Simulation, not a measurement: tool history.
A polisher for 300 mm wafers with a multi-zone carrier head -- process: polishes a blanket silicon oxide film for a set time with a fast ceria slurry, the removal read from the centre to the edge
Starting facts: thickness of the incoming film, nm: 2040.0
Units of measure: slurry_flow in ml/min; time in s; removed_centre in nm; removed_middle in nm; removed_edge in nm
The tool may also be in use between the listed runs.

run	hour	slurry_flow	centre_zone	middle_zone	edge_zone	time	removed_centre	removed_middle	removed_edge
1	0	230	1	1	1	41	721.81	710.2	749.36
2	0.6	240	1.04	1.02	0.99	41	741.45	722.61	738.42
3	8.8	240	1.09	1.02	0.99	41	790.46	710.57	730.61
4	13.2	240	1.09	1.02	0.95	41	769.94	716.94	720.34
5	15.7	215	1.09	1.02	0.95	41	775.69	684.23	715.31
6	18.2	215	1.04	1.02	0.95	41	727.05	700.41	707.75
7	23.8	230	1.08	1.04	0.96	41	757.35	728.99	727.4

The next listed run, before its measurement:
8	27.6	245	1.11	1.04	0.95	42	?	?	?

{"run 8": {"removed_centre": 826.33, "removed_middle": 748.89, "removed_edge": 746.13}}
